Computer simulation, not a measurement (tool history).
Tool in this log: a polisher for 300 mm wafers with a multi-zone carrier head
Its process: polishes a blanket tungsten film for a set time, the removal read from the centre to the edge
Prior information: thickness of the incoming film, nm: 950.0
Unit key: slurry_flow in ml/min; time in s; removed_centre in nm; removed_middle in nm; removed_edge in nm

{"run": 1, "hour": 0.0, "slurry_flow": 170, "centre_zone": 1.0, "middle_zone": 1.0, "edge_zone": 1.0, "slurry_solids": 1.0, "time": 64, "removed_centre": 312.67, "removed_middle": 308.6, "removed_edge": 310.3}
{"run": 2, "hour": 1.7, "slurry_flow": 170, "centre_zone": 0.93, "middle_zone": 1.0, "edge_zone": 1.0, "slurry_solids": 1.0, "time": 64, "removed_centre": 294.62, "removed_middle": 312.16, "removed_edge": 315.9}
{"run": 3, "hour": 10.0, "slurry_flow": 180, "centre_zone": 0.95, "middle_zone": 1.02, "edge_zone": 1.02, "slurry_solids": 1.05, "time": 64, "removed_centre": 305.67, "removed_middle": 320.02, "removed_edge": 314.63}
{"run": 4, "hour": 12.8, "slurry_flow": 180, "centre_zone": 0.95, "middle_zone": 1.02, "edge_zone": 0.97, "slurry_solids": 1.05, "time": 64, "removed_centre": 307.11, "removed_middle": 320.89, "removed_edge": 313.31}
{"run": 5, "hour": 19.7, "slurry_flow": 185, "centre_zone": 0.95, "middle_zone": 1.02, "edge_zone": 0.98, "slurry_solids": 1.15, "time": 65, "removed_centre": 320.0, "removed_middle": 330.11, "removed_edge": 325.3}
{"run": 6, "hour": 26.5, "slurry_flow": 190, "centre_zone": 0.95, "middle_zone": 1.03, "edge_zone": 0.99, "slurry_solids": 1.2, "time": 66, "removed_centre": 329.46, "removed_middle": 341.53, "removed_edge": 341.32}
{"run": 7, "hour": 32.1, "slurry_flow": 200, "centre_zone": 0.96, "middle_zone": 1.04, "edge_zone": 0.99, "slurry_solids": 1.25, "time": 66, "removed_centre": 339.29, "removed_middle": 354.67, "removed_edge": 343.9}

What will run 8 give?
{"run": 8, "hour": 38.6, "slurry_flow": 205, "centre_zone": 0.96, "middle_zone": 1.04, "edge_zone": 1.0, "slurry_solids": 1.25, "time": 66, "removed_centre": "?", "removed_middle": "?", "removed_edge": "?"}

removed_centre: 334.22 nm
removed_middle: 360.60 nm
removed_edge: 345.73 nm
